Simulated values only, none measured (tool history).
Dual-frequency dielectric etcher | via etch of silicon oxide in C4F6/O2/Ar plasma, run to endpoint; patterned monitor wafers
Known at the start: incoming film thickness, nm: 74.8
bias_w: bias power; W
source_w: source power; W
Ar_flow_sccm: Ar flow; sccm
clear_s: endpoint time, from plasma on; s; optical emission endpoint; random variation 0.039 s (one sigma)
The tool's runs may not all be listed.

run 1 hour=0.0 | bias_w=597 source_w=390 Ar_flow_sccm=377 | clear_s=13.672
run 2 hour=7.6 | bias_w=597 source_w=330 Ar_flow_sccm=377 | clear_s=14.720
run 3 hour=9.8 | bias_w=527 source_w=330 Ar_flow_sccm=377 | clear_s=15.388
run 4 hour=13.3 | bias_w=594 source_w=340 Ar_flow_sccm=376 | clear_s=14.531
run 5 hour=14.7 | bias_w=646 source_w=350 Ar_flow_sccm=375 | clear_s=13.958
-- hour=20.2 source power generator calibrated
run 6 hour=20.2 | bias_w=686 source_w=360 Ar_flow_sccm=374 | clear_s=13.650
run 7 hour=27.9 | bias_w=715 source_w=370 Ar_flow_sccm=372 | clear_s=13.236
run 8 hour=33.7 | bias_w=715 source_w=370 Ar_flow_sccm=372 | clear_s=13.378
run 9 hour=41.9 | bias_w=738 source_w=380 Ar_flow_sccm=370 | clear_s=12.956
run 10 hour=47.8 | bias_w=757 source_w=380 Ar_flow_sccm=369 | clear_s=12.846

The next listed run, before its measurement:
run 11 hour=53.1 | bias_w=773 source_w=380 Ar_flow_sccm=368 | clear_s=?

{"run 11": {"clear_s": 12.71}}
